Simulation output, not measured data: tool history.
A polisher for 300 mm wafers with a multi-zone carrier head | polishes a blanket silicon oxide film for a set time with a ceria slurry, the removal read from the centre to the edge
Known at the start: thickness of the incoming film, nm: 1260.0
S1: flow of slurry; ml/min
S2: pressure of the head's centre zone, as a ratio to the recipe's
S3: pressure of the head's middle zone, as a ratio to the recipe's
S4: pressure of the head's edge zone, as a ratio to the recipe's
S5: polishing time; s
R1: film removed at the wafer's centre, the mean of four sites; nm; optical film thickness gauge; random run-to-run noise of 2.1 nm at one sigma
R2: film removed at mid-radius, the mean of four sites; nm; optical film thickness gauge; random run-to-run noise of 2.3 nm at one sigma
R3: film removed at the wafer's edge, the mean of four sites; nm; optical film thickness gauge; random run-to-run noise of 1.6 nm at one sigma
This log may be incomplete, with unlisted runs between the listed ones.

Run 1, day 0.000: S1 265 ml/min, S2 1.00, S3 1.00, S4 1.00, S5 52 s. Result: R1 188.62 nm, R2 192.83 nm, R3 185.67 nm.
Run 2, day 0.129: S1 255 ml/min, S2 0.96, S3 0.98, S4 1.01, S5 52 s. Result: R1 180.75 nm, R2 186.14 nm, R3 186.69 nm.
Run 3, day 0.233: S1 255 ml/min, S2 0.96, S3 0.92, S4 1.01, S5 52 s. Result: R1 177.67 nm, R2 180.60 nm, R3 184.85 nm.
Run 4, day 0.421: S1 255 ml/min, S2 0.96, S3 0.92, S4 1.01, S5 62 s. Result: R1 213.95 nm, R2 213.24 nm, R3 218.15 nm.
Run 5, day 0.625: S1 255 ml/min, S2 0.96, S3 0.92, S4 1.01, S5 71 s. Result: R1 249.14 nm, R2 244.93 nm, R3 251.12 nm.
Run 6, day 0.775: S1 245 ml/min, S2 0.92, S3 0.91, S4 0.99, S5 66 s. Result: R1 218.33 nm, R2 218.39 nm, R3 231.13 nm.
Run 7, day 0.983: S1 250 ml/min, S2 0.89, S3 0.93, S4 0.98, S5 62 s. Result: R1 194.90 nm, R2 221.12 nm, R3 214.18 nm.
Run 8, day 1.079: S1 235 ml/min, S2 0.87, S3 0.90, S4 0.97, S5 60 s. Result: R1 185.32 nm, R2 203.35 nm, R3 207.38 nm.
Run 9, day 1.183: S1 230 ml/min, S2 0.86, S3 0.89, S4 0.96, S5 58 s. Result: R1 178.62 nm, R2 193.00 nm, R3 196.72 nm.
Run 10, day 1.229: S1 230 ml/min, S2 0.85, S3 0.88, S4 0.97, S5 57 s. Result: R1 173.85 nm, R2 186.71 nm, R3 196.65 nm.
At day 1.412: edge zone pressure recalibrated.
Run 11, day 1.412: S1 205 ml/min, S2 0.81, S3 0.89, S4 0.94, S5 54 s. Result: R1 154.47 nm, R2 175.52 nm, R3 191.87 nm.

For run 12, what comes out?
Run 12, day 1.504: S1 215 ml/min, S2 0.81, S3 0.89, S4 0.93, S5 54 s. Result: R1 ?, R2 ?, R3 ?.

{"run 12": {"R1": 154.61, "R2": 176.03, "R3": 189.11}}
